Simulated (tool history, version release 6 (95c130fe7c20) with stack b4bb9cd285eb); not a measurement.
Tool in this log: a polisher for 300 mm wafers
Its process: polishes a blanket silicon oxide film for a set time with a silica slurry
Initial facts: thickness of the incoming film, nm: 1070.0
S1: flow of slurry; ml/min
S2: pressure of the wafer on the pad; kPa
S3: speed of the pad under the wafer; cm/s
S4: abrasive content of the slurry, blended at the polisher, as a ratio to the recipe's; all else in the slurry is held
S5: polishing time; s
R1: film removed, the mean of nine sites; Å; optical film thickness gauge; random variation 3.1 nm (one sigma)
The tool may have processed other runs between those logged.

{"run": 1, "hour": 0.0, "S1": 300, "S2": 24.1, "S3": 156, "S4": 1, "S5": 74, "R1": 2493.6}
{"run": 2, "hour": 4.0, "S1": 300, "S2": 19.3, "S3": 156, "S4": 1, "S5": 74, "R1": 2137.3}
{"run": 3, "hour": 4.8, "S1": 300, "S2": 19.3, "S3": 130, "S4": 1, "S5": 74, "R1": 1837.5}
{"run": 4, "hour": 7.0, "S1": 300, "S2": 24.1, "S3": 136, "S4": 1, "S5": 74, "R1": 2244.9}
{"run": 5, "hour": 13.2, "S1": 300, "S2": 20.7, "S3": 136, "S4": 1, "S5": 74, "R1": 2010.3}
{"run": 6, "hour": 17.7, "S1": 300, "S2": 25.5, "S3": 142, "S4": 1, "S5": 74, "R1": 2436.8}

What will run 7 give?
{"run": 7, "hour": 24.8, "S1": 300, "S2": 25.5, "S3": 142, "S4": 1, "S5": 74, "R1": "?"}

R1: 2447.3 Å
